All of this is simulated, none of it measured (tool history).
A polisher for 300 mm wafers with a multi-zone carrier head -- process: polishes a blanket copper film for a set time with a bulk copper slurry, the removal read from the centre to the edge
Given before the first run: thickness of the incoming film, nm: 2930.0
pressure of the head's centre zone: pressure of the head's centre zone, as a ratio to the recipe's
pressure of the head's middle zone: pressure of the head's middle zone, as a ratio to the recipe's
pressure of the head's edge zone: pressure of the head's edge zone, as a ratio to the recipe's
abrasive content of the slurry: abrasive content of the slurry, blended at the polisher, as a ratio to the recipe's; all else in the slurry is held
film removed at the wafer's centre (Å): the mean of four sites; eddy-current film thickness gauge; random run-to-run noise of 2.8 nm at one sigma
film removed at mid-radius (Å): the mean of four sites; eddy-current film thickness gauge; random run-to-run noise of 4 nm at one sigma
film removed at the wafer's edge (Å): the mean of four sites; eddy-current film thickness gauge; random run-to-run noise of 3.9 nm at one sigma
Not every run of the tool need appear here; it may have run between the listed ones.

| run | hour | flow of slurry (ml/min) | pressure of the head's centre zone | pressure of the head's middle zone | pressure of the head's edge zone | abrasive content of the slurry | polishing time (s) | film removed at the wafer's centre (Å) | film removed at mid-radius (Å) | film removed at the wafer's edge (Å) |
|---|---|---|---|---|---|---|---|---|---|---|
| 1 | 0.0 | 170 | 1.00 | 1.00 | 1.00 | 1.00 | 80 | 6887.6 | 7076.9 | 7075.6 |
| 2 | 4.2 | 210 | 1.00 | 1.00 | 1.00 | 1.00 | 80 | 7310.7 | 7428.7 | 7251.2 |
| 3 | 7.2 | 210 | 1.04 | 1.00 | 1.00 | 1.00 | 80 | 7596.1 | 7534.9 | 7346.1 |
| 4 | 11.3 | 210 | 1.04 | 1.00 | 1.03 | 1.00 | 80 | 7626.4 | 7462.8 | 7467.0 |
| 5 | 18.0 | 205 | 1.02 | 0.98 | 1.00 | 0.95 | 77 | 7026.6 | 6854.2 | 6804.1 |
| 6 | 26.7 | 205 | 1.02 | 0.98 | 1.04 | 0.95 | 77 | 7098.2 | 6904.6 | 7105.9 |
| 7 | 28.5 | 205 | 1.02 | 0.98 | 1.04 | 0.95 | 77 | 7038.9 | 6932.7 | 7101.2 |

The next listed run, before its measurement:
| 8 | 36.5 | 195 | 0.99 | 0.97 | 1.01 | 0.90 | 75 | ? | ? | ? |

{"run 8": {"film removed at the wafer's centre (Å)": 6489.9, "film removed at mid-radius (Å)": 6512.7, "film removed at the wafer's edge (Å)": 6658.0}}

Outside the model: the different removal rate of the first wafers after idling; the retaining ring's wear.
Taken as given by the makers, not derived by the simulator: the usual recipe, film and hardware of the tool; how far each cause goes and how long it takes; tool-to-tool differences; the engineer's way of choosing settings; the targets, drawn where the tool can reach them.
